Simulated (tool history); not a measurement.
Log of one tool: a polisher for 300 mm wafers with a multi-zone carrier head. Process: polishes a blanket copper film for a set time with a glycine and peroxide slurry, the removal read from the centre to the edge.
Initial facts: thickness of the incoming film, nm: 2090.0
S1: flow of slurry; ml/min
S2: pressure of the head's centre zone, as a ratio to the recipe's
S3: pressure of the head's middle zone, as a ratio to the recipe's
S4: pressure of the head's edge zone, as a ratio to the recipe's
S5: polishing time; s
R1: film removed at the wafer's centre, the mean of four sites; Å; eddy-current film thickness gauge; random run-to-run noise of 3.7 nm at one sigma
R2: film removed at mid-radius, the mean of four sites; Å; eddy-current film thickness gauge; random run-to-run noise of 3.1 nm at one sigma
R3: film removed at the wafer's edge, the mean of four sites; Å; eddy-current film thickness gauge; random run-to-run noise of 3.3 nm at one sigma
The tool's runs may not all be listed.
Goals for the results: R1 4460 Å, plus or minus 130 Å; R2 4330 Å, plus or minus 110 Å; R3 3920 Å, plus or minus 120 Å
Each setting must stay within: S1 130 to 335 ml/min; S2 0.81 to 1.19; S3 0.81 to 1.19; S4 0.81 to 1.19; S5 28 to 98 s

run  hour   S1    S2    S3    S4  S5      R1      R2      R3
  1     0  215     1     1     1  63  4012.5  3866.8    3857
  2   6.5  215     1     1     1  51  3233.4  3104.9  3113.2
  3   7.2  215  1.07     1     1  51  3480.7  3137.8  3097.9
  4  12.5  225  1.08  1.02  1.02  52  3575.9  3226.3  3205.9
  5  13.8  200  1.08  1.02  1.02  52  3497.4  3221.4    3195
  6  14.6  200  1.08  1.02  1.07  52  3538.2  3223.1  3190.4
  7  18.2  205  1.09  1.04  1.08  53  3617.7  3333.4  3358.7
  8  21.2  210   1.1  1.06  1.07  54  3811.4  3489.5  3342.4
  9  28.5  215   1.1  1.07  1.08  55  3845.9  3541.8  3444.6
 10  33.6  220   1.1  1.09  1.08  56  3895.6  3722.5  3537.3
 11    36  230  1.11   1.1  1.09  56  3980.5  3767.4  3597.7
 12    37  240  1.12  1.11  1.09  56  4007.7  3808.9  3605.7
 13  44.7  245  1.13  1.12   1.1  56  4125.6  3850.3  3594.6
 14  48.8  250  1.13  1.13  1.11  56  4157.7  3932.5  3709.2
 15    52  260  1.13  1.14  1.11  56  4120.2  3969.9  3617.4

Which one of the following 5 next-run settings gets every result inside its allowed miss? There is exactly one.
  A  55.2  215  1.19  1.19  1.13  53   ?   ?   ?
  B  55.2  300  1.16  1.19  1.17  58   ?   ?   ?
  C  55.2  240  1.09  1.07  1.17  58   ?   ?   ?
  D  55.2  240  1.02  1.04  1.19  59   ?   ?   ?
  E  55.2  230  1.13  0.98  1.13  59   ?   ?   ?

move      R1      R2      R3
   A    4078  3803.1  3441.1
   B  4524.1  4311.9    3937
   C  4140.4    3849  3876.8
   D  3938.5    3823  3980.4
   E  4341.3  3616.5  3864.2
A: lands further from the targets than the last run did
B: in spec on every target
C: lands further from the targets than the last run did
D: lands further from the targets than the last run did
E: lands further from the targets than the last run did
B meets every target.

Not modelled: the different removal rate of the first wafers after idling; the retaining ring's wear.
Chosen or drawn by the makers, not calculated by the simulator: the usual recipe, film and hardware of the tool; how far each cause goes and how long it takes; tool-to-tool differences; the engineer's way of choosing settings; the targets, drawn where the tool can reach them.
